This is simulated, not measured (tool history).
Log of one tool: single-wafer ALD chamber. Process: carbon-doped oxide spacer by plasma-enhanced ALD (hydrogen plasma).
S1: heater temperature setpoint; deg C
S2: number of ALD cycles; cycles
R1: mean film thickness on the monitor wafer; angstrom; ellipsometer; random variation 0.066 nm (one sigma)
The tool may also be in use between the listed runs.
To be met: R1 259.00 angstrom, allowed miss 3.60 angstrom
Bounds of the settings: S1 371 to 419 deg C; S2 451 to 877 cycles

{"run": 1, "hour": 0.0, "S1": 395, "S2": 664, "R1": 332.83}
{"run": 2, "hour": 4.4, "S1": 395, "S2": 603, "R1": 302.06}
{"run": 3, "hour": 12.4, "S1": 395, "S2": 687, "R1": 343.36}
{"run": 4, "hour": 15.5, "S1": 395, "S2": 729, "R1": 363.8}
{"run": 5, "hour": 17.6, "S1": 388, "S2": 729, "R1": 365.85}
{"run": 6, "hour": 21.3, "S1": 392, "S2": 729, "R1": 364.26}
{"run": 7, "hour": 26.7, "S1": 392, "S2": 677, "R1": 338.18}
{"run": 8, "hour": 29.8, "S1": 392, "S2": 637, "R1": 317.45}
{"run": 9, "hour": 34.0, "S1": 392, "S2": 608, "R1": 302.78}
{"run": 10, "hour": 39.6, "S1": 392, "S2": 608, "R1": 303.95}
{"run": 11, "hour": 42.5, "S1": 392, "S2": 585, "R1": 292.42}
{"run": 12, "hour": 49.6, "S1": 392, "S2": 568, "R1": 283.88}
{"run": 13, "hour": 53.6, "S1": 392, "S2": 555, "R1": 277.53}

4 next moves are on the table. One of them brings every result within its allowed miss. Which?
{"run": "A", "hour": 57.6, "S1": 384, "S2": 519, "R1": "?"}
{"run": "B", "hour": 57.6, "S1": 399, "S2": 578, "R1": "?"}
{"run": "C", "hour": 57.6, "S1": 395, "S2": 597, "R1": "?"}
{"run": "D", "hour": 57.6, "S1": 390, "S2": 544, "R1": "?"}

move=A R1=260.21
move=B R1=289.79
move=C R1=299.32
move=D R1=272.75
A: meets every target
B: further off than the last run
C: further off than the last run
D: nearer than the last run, and not there yet
Answer: A
